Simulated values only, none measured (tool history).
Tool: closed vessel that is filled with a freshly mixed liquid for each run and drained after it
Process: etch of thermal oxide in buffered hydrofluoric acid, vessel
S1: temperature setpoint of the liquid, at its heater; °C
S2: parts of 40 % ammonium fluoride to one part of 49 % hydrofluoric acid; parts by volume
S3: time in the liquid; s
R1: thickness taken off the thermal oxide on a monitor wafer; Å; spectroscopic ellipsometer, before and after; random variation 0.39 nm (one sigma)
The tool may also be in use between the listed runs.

| run | hour | S1 | S2 | S3 | R1 |
|---|---|---|---|---|---|
| 1 | 0 | 20 | 16.5 | 165 | 766.04 |
| 2 | 5.7 | 19 | 17.5 | 165 | 673.67 |
| 3 | 13.4 | 19 | 14 | 165 | 859.71 |
| 4 | 19.9 | 18.5 | 16 | 165 | 727.56 |
| 5 | 22.3 | 18 | 17 | 165 | 658.21 |
| 6 | 31.1 | 19.5 | 17 | 165 | 725.32 |

Forecast run 7:
|  | 37.2 | hydrofluoric acid flow meter replaced |
| 7 | 37.2 | 17 | 21 | 165 | ? |

Run 7 gave R1 574.17 Å.
